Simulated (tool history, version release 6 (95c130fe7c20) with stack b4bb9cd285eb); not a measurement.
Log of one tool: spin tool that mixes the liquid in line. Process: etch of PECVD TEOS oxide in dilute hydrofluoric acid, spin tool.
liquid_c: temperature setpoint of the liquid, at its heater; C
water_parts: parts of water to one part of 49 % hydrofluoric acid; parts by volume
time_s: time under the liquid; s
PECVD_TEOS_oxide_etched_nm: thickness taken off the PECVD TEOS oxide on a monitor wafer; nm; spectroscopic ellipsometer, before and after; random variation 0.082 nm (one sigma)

{"run": 1, "hour": 0.0, "liquid_c": 25, "water_parts": 280, "time_s": 300, "PECVD_TEOS_oxide_etched_nm": 13.371}
{"run": 2, "hour": 3.0, "liquid_c": 25, "water_parts": 370, "time_s": 300, "PECVD_TEOS_oxide_etched_nm": 9.2397}
{"run": 3, "hour": 11.1, "liquid_c": 25, "water_parts": 275, "time_s": 300, "PECVD_TEOS_oxide_etched_nm": 13.751}
{"run": 4, "hour": 19.2, "liquid_c": 26, "water_parts": 275, "time_s": 300, "PECVD_TEOS_oxide_etched_nm": 14.249}
{"run": 5, "hour": 22.4, "liquid_c": 27.5, "water_parts": 265, "time_s": 300, "PECVD_TEOS_oxide_etched_nm": 15.712}
{"run": 6, "hour": 31.1, "liquid_c": 29, "water_parts": 260, "time_s": 300, "PECVD_TEOS_oxide_etched_nm": 16.902}
{"run": 7, "hour": 37.9, "liquid_c": 30, "water_parts": 255, "time_s": 300, "PECVD_TEOS_oxide_etched_nm": 17.852}
{"run": 8, "hour": 42.7, "liquid_c": 30.5, "water_parts": 250, "time_s": 300, "PECVD_TEOS_oxide_etched_nm": 18.743}

Forecast run 9:
{"run": 9, "hour": 49.2, "liquid_c": 31, "water_parts": 250, "time_s": 300, "PECVD_TEOS_oxide_etched_nm": "?"}

{"run 9": {"PECVD_TEOS_oxide_etched_nm": 19.043}}
